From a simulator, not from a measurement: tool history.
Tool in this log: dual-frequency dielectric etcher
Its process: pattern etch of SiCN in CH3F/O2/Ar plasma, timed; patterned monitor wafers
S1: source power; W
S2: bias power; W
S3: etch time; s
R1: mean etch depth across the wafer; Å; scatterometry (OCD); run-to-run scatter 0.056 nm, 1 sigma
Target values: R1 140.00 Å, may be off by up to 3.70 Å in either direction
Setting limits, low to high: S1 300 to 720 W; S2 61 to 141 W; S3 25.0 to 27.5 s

run 1 hour=0.0 | S1=510 S2=101 S3=27.5 | R1=124.92
run 2 hour=3.2 | S1=530 S2=103 S3=27.5 | R1=127.20
run 3 hour=6.4 | S1=550 S2=105 S3=27.5 | R1=128.67
run 4 hour=9.0 | S1=550 S2=105 S3=27.5 | R1=129.43
run 5 hour=15.8 | S1=490 S2=105 S3=27.5 | R1=125.38
run 6 hour=21.1 | S1=520 S2=108 S3=27.5 | R1=128.96
run 7 hour=25.0 | S1=540 S2=110 S3=27.5 | R1=131.31
run 8 hour=29.4 | S1=550 S2=111 S3=27.5 | R1=132.65
run 9 hour=35.6 | S1=560 S2=112 S3=27.5 | R1=133.70
run 10 hour=40.3 | S1=570 S2=113 S3=27.5 | R1=134.39

Which one of the following 4 next-run settings gets every result inside its allowed miss? There is exactly one.
run A hour=45.0 | S1=570 S2=120 S3=25.0 | R1=?
run B hour=45.0 | S1=570 S2=105 S3=27.0 | R1=?
run C hour=45.0 | S1=620 S2=120 S3=27.0 | R1=?
run D hour=45.0 | S1=650 S2=106 S3=25.5 | R1=?

move=A R1=126.40
move=B R1=128.46
move=C R1=139.74
move=D R1=126.45
A: misses by more than the last run did
B: misses by more than the last run did
C: every result lands within tolerance
D: misses by more than the last run did
C is the move that brings every result within its allowed miss.

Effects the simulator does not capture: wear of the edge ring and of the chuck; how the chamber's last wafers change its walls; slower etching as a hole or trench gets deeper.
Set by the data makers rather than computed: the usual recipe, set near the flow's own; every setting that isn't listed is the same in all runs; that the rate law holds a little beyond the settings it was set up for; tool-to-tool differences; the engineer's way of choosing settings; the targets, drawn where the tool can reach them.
